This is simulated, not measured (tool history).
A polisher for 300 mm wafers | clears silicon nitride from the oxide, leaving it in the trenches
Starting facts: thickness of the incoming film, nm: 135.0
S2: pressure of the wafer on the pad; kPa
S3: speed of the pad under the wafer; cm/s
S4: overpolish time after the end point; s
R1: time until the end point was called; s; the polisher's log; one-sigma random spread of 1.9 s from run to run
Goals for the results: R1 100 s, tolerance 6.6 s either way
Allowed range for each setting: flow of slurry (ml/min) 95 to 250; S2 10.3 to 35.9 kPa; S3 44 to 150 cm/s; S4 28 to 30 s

run 1 hour=0 | flow_of_slurry_(ml/min)=160 S2=22.8 S3=96 S4=28 | R1=138.85
run 2 hour=7.5 | flow_of_slurry_(ml/min)=160 S2=22.8 S3=118 S4=28 | R1=114.75
run 3 hour=13.1 | flow_of_slurry_(ml/min)=160 S2=22.8 S3=118 S4=30 | R1=116.22
run 4 hour=22 | flow_of_slurry_(ml/min)=160 S2=23.4 S3=118 S4=30 | R1=110.61
run 5 hour=30.7 | flow_of_slurry_(ml/min)=160 S2=19.3 S3=118 S4=30 | R1=131.6
run 6 hour=37.3 | flow_of_slurry_(ml/min)=160 S2=20.7 S3=120 S4=30 | R1=125.7
-- hour=43.8 slurry nozzle cleaned
run 7 hour=43.8 | flow_of_slurry_(ml/min)=160 S2=22.1 S3=120 S4=30 | R1=107.42
run 8 hour=47.7 | flow_of_slurry_(ml/min)=160 S2=22.8 S3=120 S4=30 | R1=107.96

Which of these 5 next moves meets every target?
run A hour=51.6 | flow_of_slurry_(ml/min)=145 S2=21.4 S3=120 S4=28 | R1=?
run B hour=51.6 | flow_of_slurry_(ml/min)=205 S2=20.7 S3=116 S4=28 | R1=?
run C hour=51.6 | flow_of_slurry_(ml/min)=155 S2=24.8 S3=102 S4=30 | R1=?
run D hour=51.6 | flow_of_slurry_(ml/min)=180 S2=22.1 S3=96 S4=30 | R1=?
run E hour=51.6 | flow_of_slurry_(ml/min)=195 S2=25.5 S3=114 S4=30 | R1=?

move=A R1=115.15
move=B R1=116.6
move=C R1=116.18
move=D R1=134.39
move=E R1=98.302
A: its largest miss is bigger than the last run's
B: its largest miss is bigger than the last run's
C: its largest miss is bigger than the last run's
D: its largest miss is bigger than the last run's
E: hits every target within its allowed miss
Answer: E
